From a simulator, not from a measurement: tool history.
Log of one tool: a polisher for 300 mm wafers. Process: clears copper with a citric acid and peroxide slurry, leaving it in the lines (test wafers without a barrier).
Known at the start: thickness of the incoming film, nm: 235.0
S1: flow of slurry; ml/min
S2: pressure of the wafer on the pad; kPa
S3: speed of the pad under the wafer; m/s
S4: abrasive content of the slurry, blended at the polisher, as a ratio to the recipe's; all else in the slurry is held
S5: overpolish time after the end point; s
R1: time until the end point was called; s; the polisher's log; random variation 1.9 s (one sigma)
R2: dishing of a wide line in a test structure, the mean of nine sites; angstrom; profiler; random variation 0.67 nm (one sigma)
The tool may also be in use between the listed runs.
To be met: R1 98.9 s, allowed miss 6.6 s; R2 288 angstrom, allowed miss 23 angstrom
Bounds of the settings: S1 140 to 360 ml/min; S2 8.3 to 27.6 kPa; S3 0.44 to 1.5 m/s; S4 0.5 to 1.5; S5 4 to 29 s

run 1 hour=0 | S1=230 S2=17.9 S3=0.96 S4=1 S5=15 | R1=136.32 R2=198.58
run 2 hour=6 | S1=175 S2=17.9 S3=0.96 S4=1 S5=15 | R1=138.88 R2=184.66
run 3 hour=7.2 | S1=140 S2=17.9 S3=0.96 S4=1 S5=15 | R1=146.35 R2=187.5
run 4 hour=9 | S1=145 S2=19.3 S3=0.96 S4=1 S5=15 | R1=137.47 R2=199.76
run 5 hour=15.5 | S1=140 S2=19.3 S3=0.96 S4=1 S5=15 | R1=138.29 R2=194.27
run 6 hour=23.8 | S1=140 S2=19.3 S3=0.96 S4=0.9 S5=15 | R1=139.32 R2=188.96
run 7 hour=31.3 | S1=145 S2=20.7 S3=0.96 S4=0.9 S5=15 | R1=126.99 R2=201.5
run 8 hour=34 | S1=150 S2=21.4 S3=0.96 S4=0.9 S5=16 | R1=119.64 R2=223.65
run 9 hour=38.2 | S1=150 S2=21.4 S3=0.96 S4=0.9 S5=16 | R1=119.8 R2=219.8
run 10 hour=43.4 | S1=155 S2=22.1 S3=0.96 S4=0.9 S5=17 | R1=120.9 R2=244.74

4 next moves are on the table. One of them brings every result within its allowed miss. Which?
run A hour=48.6 | S1=150 S2=27.6 S3=1.14 S4=0.8 S5=11 | R1=? R2=?
run B hour=48.6 | S1=190 S2=20.7 S3=1.16 S4=1 S5=14 | R1=? R2=?
run C hour=48.6 | S1=175 S2=21.4 S3=0.84 S4=0.9 S5=22 | R1=? R2=?
run D hour=48.6 | S1=155 S2=22.1 S3=1.12 S4=1.1 S5=17 | R1=? R2=?

move=A R1=80.681 R2=228.56
move=B R1=96.85 R2=239.26
move=C R1=131.41 R2=272.6
move=D R1=96.28 R2=285.47
A: takes the result that was furthest off past its target
B: brings the result that was furthest off to its target, and leaves another outside
C: further off than the last run
D: meets every target
Answer: D

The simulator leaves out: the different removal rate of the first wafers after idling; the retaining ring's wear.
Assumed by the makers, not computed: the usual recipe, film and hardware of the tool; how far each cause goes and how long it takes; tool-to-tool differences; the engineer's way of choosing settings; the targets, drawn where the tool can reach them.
